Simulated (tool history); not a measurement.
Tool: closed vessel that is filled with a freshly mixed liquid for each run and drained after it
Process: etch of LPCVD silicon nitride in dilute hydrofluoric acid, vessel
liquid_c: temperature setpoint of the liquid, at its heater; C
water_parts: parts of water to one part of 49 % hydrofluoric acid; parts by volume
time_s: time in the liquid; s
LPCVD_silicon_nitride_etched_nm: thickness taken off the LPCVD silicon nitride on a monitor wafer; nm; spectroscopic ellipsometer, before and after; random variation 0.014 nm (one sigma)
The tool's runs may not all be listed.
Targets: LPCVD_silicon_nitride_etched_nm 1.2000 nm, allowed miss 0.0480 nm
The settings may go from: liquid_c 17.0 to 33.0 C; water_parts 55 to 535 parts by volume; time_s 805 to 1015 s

run,day,liquid_c,water_parts,time_s,LPCVD_silicon_nitride_etched_nm
1,0.000,25.0,295,1015,1.8616
2,0.129,25.0,295,805,1.4685
3,0.296,24.5,295,805,1.4140
4,0.504,23.5,295,805,1.3431
5,0.729,23.5,295,1015,1.7003
6,1.092,23.5,260,1015,1.9015
7,1.379,23.0,265,1015,1.8552
8,1.667,22.5,270,1015,1.7393
9,1.767,22.0,275,1015,1.6451
10,2.117,21.5,275,1015,1.6168
11,2.454,21.0,280,1015,1.5271
12,2.746,20.5,280,1015,1.4535
13,3.012,20.0,280,1015,1.4262

5 next moves are on the table. One of them brings every result within its allowed miss. Which?
A,3.279,18.5,270,845,?
B,3.279,18.5,205,975,?
C,3.279,18.0,215,805,?
D,3.279,19.5,295,1015,?
E,3.279,21.0,325,920,?

move,LPCVD_silicon_nitride_etched_nm
A,1.1274
B,1.6955
C,1.2934
D,1.3266
E,1.2036
A: takes the result that was furthest off past its target
B: further off than the last run
C: nearer than the last run, and not there yet
D: nearer than the last run, and not there yet
E: meets every target
Answer: E
